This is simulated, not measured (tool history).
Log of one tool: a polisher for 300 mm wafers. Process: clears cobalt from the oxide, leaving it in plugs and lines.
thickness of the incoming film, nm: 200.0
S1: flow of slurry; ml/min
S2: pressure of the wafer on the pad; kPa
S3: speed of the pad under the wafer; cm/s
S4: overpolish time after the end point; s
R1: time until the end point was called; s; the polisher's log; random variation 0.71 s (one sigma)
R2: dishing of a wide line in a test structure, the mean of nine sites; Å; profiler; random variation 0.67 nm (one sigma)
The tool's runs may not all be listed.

run	hour	S1	S2	S3	S4	R1	R2
1	0	135	11	82	18	60.773	305.6
2	4.5	135	11	82	14	60.828	281.62
3	12.7	130	10.3	82	16	65.79	291.97
4	21.3	125	9.7	82	17	70.767	282.79
5	21.9	125	9.7	82	13	70.79	246.54
6	24.6	145	9.7	82	13	68.122	259.01
7	31	110	7.6	82	22	92.216	283.91
8	39.6	120	7.6	82	22	89.432	283.9
9	41.8	125	7.6	82	22	87.646	293.38
10	43.6	130	7.6	82	22	88.89	303.3
11	45.5	135	7.6	82	22	86.034	302.58

The next listed run, before its measurement:
12	48	140	7.6	82	22	?	?

{"run 12": {"R1": 87.717, "R2": 303.05}}
